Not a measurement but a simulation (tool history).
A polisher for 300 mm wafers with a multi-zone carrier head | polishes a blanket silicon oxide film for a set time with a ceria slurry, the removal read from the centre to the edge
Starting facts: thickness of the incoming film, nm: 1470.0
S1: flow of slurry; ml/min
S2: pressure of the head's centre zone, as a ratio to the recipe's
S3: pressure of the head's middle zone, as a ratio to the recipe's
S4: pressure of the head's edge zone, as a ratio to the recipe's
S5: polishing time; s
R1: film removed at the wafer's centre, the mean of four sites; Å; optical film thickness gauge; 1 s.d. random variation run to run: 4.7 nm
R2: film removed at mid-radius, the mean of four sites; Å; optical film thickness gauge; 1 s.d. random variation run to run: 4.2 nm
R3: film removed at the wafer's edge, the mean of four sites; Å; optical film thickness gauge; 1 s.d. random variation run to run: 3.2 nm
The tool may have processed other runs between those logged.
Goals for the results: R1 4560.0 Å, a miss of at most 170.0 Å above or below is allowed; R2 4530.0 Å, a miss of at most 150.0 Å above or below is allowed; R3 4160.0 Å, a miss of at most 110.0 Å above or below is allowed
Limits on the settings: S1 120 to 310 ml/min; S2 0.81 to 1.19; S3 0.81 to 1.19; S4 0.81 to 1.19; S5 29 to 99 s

run	hour	S1	S2	S3	S4	S5	R1	R2	R3
1	0.0	200	1.00	1.00	1.00	64	2921.1	2989.2	3127.7
2	1.7	220	1.05	1.05	1.02	68	3313.3	3358.8	3330.5
3	9.3	230	1.08	1.08	1.05	72	3598.8	3605.8	3587.6
4	12.2	230	1.17	1.08	1.05	72	3873.7	3614.4	3615.3
5	19.8	230	1.17	1.01	1.05	72	3828.8	3431.8	3592.6
6	25.1	210	1.17	1.01	1.05	72	3857.5	3423.4	3504.9
7	25.9	215	1.17	1.05	1.05	75	4019.5	3666.9	3697.9
8	32.0	225	1.17	1.09	1.04	77	4160.3	3942.0	3798.3
# hour 39.5: slurry nozzle cleaned
9	39.5	235	1.17	1.11	1.04	78	4433.2	4104.3	3952.8
10	43.8	245	1.16	1.13	1.04	78	4355.7	4295.9	4048.4
11	48.6	250	1.17	1.14	1.04	78	4465.1	4314.2	4065.7
12	52.3	255	1.17	1.15	1.04	78	4481.7	4376.8	4059.4
13	56.8	260	1.17	1.15	1.04	78	4507.2	4288.7	4028.0
14	62.2	260	1.16	1.16	1.04	78	4471.4	4440.9	4058.4
15	63.8	265	1.16	1.16	1.04	78	4525.5	4368.1	4013.3
16	67.5	265	1.16	1.17	1.05	78	4482.9	4455.8	4020.9

Next run, 4 choices. One meets every target within its allowed miss, the rest don't. Which?
A	71.2	255	1.19	1.18	1.06	74	?	?	?
B	71.2	255	1.07	1.17	0.98	79	?	?	?
C	71.2	245	1.11	1.05	1.11	81	?	?	?
D	71.2	300	1.13	1.13	0.99	81	?	?	?

move	R1	R2	R3
A	4330.2	4222.8	3828.6
B	4153.3	4480.9	3977.2
C	4395.5	4201.3	4255.4
D	4575.4	4537.7	4142.2
A: moves away from the targets compared with the last run
B: moves away from the targets compared with the last run
C: meets the target for the result that was furthest off, but another lies outside its allowed miss
D: meets every target
So the answer is move D, the one that meets all the targets.
